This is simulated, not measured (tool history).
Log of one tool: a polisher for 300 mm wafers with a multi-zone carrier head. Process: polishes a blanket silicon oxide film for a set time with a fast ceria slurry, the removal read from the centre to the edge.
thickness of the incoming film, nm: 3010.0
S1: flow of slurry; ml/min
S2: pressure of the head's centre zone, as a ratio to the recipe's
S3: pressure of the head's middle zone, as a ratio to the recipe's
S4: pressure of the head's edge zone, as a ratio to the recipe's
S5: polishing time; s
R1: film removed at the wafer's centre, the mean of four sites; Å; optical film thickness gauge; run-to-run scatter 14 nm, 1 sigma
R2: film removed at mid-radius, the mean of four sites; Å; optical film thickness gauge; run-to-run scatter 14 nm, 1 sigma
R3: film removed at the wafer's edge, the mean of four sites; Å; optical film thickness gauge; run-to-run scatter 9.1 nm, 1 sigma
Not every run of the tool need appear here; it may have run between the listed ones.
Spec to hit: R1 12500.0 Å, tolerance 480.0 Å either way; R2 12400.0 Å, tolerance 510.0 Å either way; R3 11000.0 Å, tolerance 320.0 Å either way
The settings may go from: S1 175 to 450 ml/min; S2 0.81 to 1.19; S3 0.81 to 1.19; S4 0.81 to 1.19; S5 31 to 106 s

{"run": 1, "day": 0.0, "S1": 290, "S2": 1.0, "S3": 1.0, "S4": 1.0, "S5": 68, "R1": 7931.6, "R2": 7871.3, "R3": 7556.5}
{"run": 2, "day": 0.179, "S1": 300, "S2": 1.04, "S3": 1.05, "S4": 1.04, "S5": 75, "R1": 9035.3, "R2": 9273.5, "R3": 8449.3}
{"run": 3, "day": 0.533, "S1": 345, "S2": 1.04, "S3": 1.05, "S4": 1.04, "S5": 75, "R1": 9052.5, "R2": 9167.0, "R3": 8549.2}
{"run": 4, "day": 0.633, "S1": 345, "S2": 1.04, "S3": 1.12, "S4": 1.04, "S5": 75, "R1": 9131.9, "R2": 9666.5, "R3": 8396.0}
{"run": 5, "day": 0.762, "S1": 345, "S2": 1.08, "S3": 1.12, "S4": 1.04, "S5": 75, "R1": 9540.5, "R2": 9721.6, "R3": 8446.6}
{"run": 6, "day": 0.817, "S1": 350, "S2": 1.1, "S3": 1.12, "S4": 1.07, "S5": 80, "R1": 10328.0, "R2": 10312.0, "R3": 9197.9}
{"run": 7, "day": 1.146, "S1": 350, "S2": 1.11, "S3": 1.13, "S4": 1.08, "S5": 84, "R1": 10861.0, "R2": 11004.0, "R3": 9597.1}
{"run": 8, "day": 1.183, "S1": 355, "S2": 1.12, "S3": 1.13, "S4": 1.09, "S5": 87, "R1": 11753.0, "R2": 11380.0, "R3": 9980.8}
{"run": 9, "day": 1.404, "S1": 355, "S2": 1.11, "S3": 1.13, "S4": 1.11, "S5": 89, "R1": 11545.0, "R2": 11290.0, "R3": 10344.0}
{"day": 1.438, "done": "edge zone pressure recalibrated"}
{"run": 10, "day": 1.438, "S1": 355, "S2": 1.11, "S3": 1.13, "S4": 1.11, "S5": 89, "R1": 11650.0, "R2": 11752.0, "R3": 10523.0}
{"run": 11, "day": 1.675, "S1": 355, "S2": 1.12, "S3": 1.14, "S4": 1.12, "S5": 90, "R1": 11991.0, "R2": 11908.0, "R3": 10793.0}
{"run": 12, "day": 1.704, "S1": 355, "S2": 1.13, "S3": 1.15, "S4": 1.12, "S5": 90, "R1": 11917.0, "R2": 11886.0, "R3": 10759.0}
{"run": 13, "day": 1.846, "S1": 355, "S2": 1.13, "S3": 1.15, "S4": 1.12, "S5": 90, "R1": 11925.0, "R2": 11748.0, "R3": 10548.0}

Next run, 4 choices. One meets every target within its allowed miss, the rest don't. Which?
{"run": "A", "day": 1.988, "S1": 395, "S2": 1.19, "S3": 0.98, "S4": 1.19, "S5": 97, "R1": "?", "R2": "?", "R3": "?"}
{"run": "B", "day": 1.988, "S1": 360, "S2": 1.16, "S3": 1.09, "S4": 1.13, "S5": 92, "R1": "?", "R2": "?", "R3": "?"}
{"run": "C", "day": 1.988, "S1": 355, "S2": 1.12, "S3": 1.13, "S4": 1.04, "S5": 94, "R1": "?", "R2": "?", "R3": "?"}
{"run": "D", "day": 1.988, "S1": 400, "S2": 1.11, "S3": 1.11, "S4": 1.13, "S5": 96, "R1": "?", "R2": "?", "R3": "?"}

move=A R1=13717.0 R2=10950.0 R3=11892.0
move=B R1=12609.0 R2=11303.0 R3=11043.0
move=C R1=12427.0 R2=11904.0 R3=11012.0
move=D R1=12680.0 R2=12062.0 R3=11579.0
A: carries the result that was furthest off beyond its target, to the other side
B: the furthest-off result lands on target, but another misses its tolerance
C: all results in spec
D: carries the result that was furthest off beyond its target, to the other side
Correct choice: C, which meets every target
